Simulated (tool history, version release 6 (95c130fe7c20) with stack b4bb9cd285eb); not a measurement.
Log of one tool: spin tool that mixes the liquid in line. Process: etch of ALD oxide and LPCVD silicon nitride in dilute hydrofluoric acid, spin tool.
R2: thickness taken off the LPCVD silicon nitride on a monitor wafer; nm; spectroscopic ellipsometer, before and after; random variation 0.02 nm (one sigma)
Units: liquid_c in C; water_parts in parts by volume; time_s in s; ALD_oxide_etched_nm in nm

run 1 hour=0.0 | liquid_c=22.0 water_parts=150 time_s=180 | ALD_oxide_etched_nm=30.794 R2=0.53669
run 2 hour=4.7 | liquid_c=22.0 water_parts=150 time_s=215 | ALD_oxide_etched_nm=36.703 R2=0.62064
run 3 hour=9.6 | liquid_c=22.0 water_parts=150 time_s=180 | ALD_oxide_etched_nm=30.620 R2=0.48861
run 4 hour=17.8 | liquid_c=21.0 water_parts=165 time_s=180 | ALD_oxide_etched_nm=26.100 R2=0.37597
run 5 hour=19.3 | liquid_c=21.5 water_parts=180 time_s=180 | ALD_oxide_etched_nm=24.237 R2=0.38929
run 6 hour=21.2 | liquid_c=21.0 water_parts=190 time_s=180 | ALD_oxide_etched_nm=22.495 R2=0.41067
run 7 hour=23.0 | liquid_c=20.0 water_parts=195 time_s=180 | ALD_oxide_etched_nm=20.926 R2=0.32070
run 8 hour=31.8 | liquid_c=20.0 water_parts=205 time_s=180 | ALD_oxide_etched_nm=19.759 R2=0.34649

Forecast run 9:
run 9 hour=36.3 | liquid_c=19.5 water_parts=210 time_s=180 | ALD_oxide_etched_nm=? R2=?

{"run 9": {"ALD_oxide_etched_nm": 18.858, "R2": 0.32745}}
